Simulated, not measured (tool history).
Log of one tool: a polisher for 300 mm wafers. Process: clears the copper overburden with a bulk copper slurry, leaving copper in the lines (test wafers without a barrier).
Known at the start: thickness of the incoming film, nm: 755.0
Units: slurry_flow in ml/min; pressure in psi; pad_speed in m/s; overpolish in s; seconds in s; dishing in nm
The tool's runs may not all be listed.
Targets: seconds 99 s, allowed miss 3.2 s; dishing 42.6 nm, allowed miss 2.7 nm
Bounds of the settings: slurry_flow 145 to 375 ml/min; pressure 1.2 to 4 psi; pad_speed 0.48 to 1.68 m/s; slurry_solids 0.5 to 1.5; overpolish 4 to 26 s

| run | day | slurry_flow | pressure | pad_speed | slurry_solids | overpolish | seconds | dishing |
|---|---|---|---|---|---|---|---|---|
| 1 | 0 | 240 | 2.6 | 1.08 | 1 | 13 | 70.005 | 47.351 |
| 2 | 0.1 | 240 | 2.3 | 1.08 | 1 | 13 | 80.507 | 44.369 |
| 3 | 0.204 | 240 | 2.2 | 1.08 | 1 | 14 | 82.805 | 44.761 |
| 4 | 0.479 | 240 | 2.1 | 1.08 | 1 | 14 | 86.151 | 44.317 |
| 5 | 0.767 | 240 | 2 | 1.08 | 1 | 14 | 92.418 | 43.345 |
| 6 | 1.012 | 240 | 2 | 1.08 | 1 | 16 | 90.73 | 44.72 |
| 7 | 1.329 | 240 | 1.9 | 1.08 | 1 | 16 | 95.867 | 44.145 |
| 8 | 1.492 | 240 | 1.9 | 1.08 | 1 | 15 | 96.177 | 42.216 |
| 9 | 1.717 | 240 | 1.9 | 1.08 | 1 | 16 | 95.073 | 44.369 |

Which of these 5 next moves meets every target?
| A | 1.942 | 305 | 2.1 | 1.06 | 0.75 | 13 | ? | ? |
| B | 1.942 | 250 | 1.7 | 1.24 | 1 | 18 | ? | ? |
| C | 1.942 | 225 | 2.8 | 0.7 | 1.1 | 14 | ? | ? |
| D | 1.942 | 210 | 1.9 | 1.14 | 1.05 | 21 | ? | ? |
| E | 1.942 | 250 | 1.9 | 1.14 | 1.05 | 11 | ? | ? |

| move | seconds | dishing |
|---|---|---|
| A | 89.457 | 42.121 |
| B | 91.697 | 45.162 |
| C | 98.095 | 42.617 |
| D | 90.749 | 47.177 |
| E | 88.723 | 39.321 |
A: further off than the last run
B: further off than the last run
C: meets every target
D: further off than the last run
E: further off than the last run
The right move is C.
